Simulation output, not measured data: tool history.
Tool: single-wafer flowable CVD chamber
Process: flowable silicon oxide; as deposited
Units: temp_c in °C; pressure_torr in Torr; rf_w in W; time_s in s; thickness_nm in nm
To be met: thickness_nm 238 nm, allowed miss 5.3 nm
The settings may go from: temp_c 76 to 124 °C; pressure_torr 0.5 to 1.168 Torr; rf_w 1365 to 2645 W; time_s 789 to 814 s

| run | hour | temp_c | pressure_torr | rf_w | time_s | thickness_nm |
|---|---|---|---|---|---|---|
| 1 | 0 | 100 | 0.834 | 2005 | 789 | 490.96 |
| 2 | 1.9 | 100 | 0.834 | 2005 | 789 | 487.91 |
| 3 | 8.6 | 107 | 0.834 | 2005 | 789 | 396.37 |
| 4 | 15.6 | 107 | 0.906 | 2005 | 789 | 431.51 |
| 5 | 16.8 | 111 | 0.897 | 2005 | 789 | 380.32 |
| 6 | 18.7 | 111 | 0.773 | 2005 | 789 | 329.16 |
| 7 | 27.6 | 113 | 0.772 | 2005 | 789 | 310.45 |
| 8 | 30.3 | 115 | 0.771 | 2005 | 789 | 296.43 |
| 9 | 31.8 | 117 | 0.77 | 2005 | 789 | 276.11 |
| 10 | 39 | 118 | 0.77 | 2005 | 789 | 269.53 |
| 11 | 42.5 | 119 | 0.77 | 2005 | 789 | 264.45 |
| 12 | 49.7 | 120 | 0.77 | 2005 | 789 | 255.43 |
| 13 | 57.8 | 121 | 0.77 | 2005 | 789 | 249.18 |

4 next moves are on the table. One of them brings every result within its allowed miss. Which?
| A | 65.9 | 117 | 0.738 | 2035 | 814 | ? |
| B | 65.9 | 117 | 0.72 | 2010 | 814 | ? |
| C | 65.9 | 123 | 0.783 | 2140 | 805 | ? |
| D | 65.9 | 123 | 0.799 | 1685 | 800 | ? |

| move | thickness_nm |
|---|---|
| A | 275.56 |
| B | 268.44 |
| C | 248.38 |
| D | 238.28 |
A: further off than the last run
B: further off than the last run
C: nearer than the last run, and not there yet
D: meets every target
Answer: D
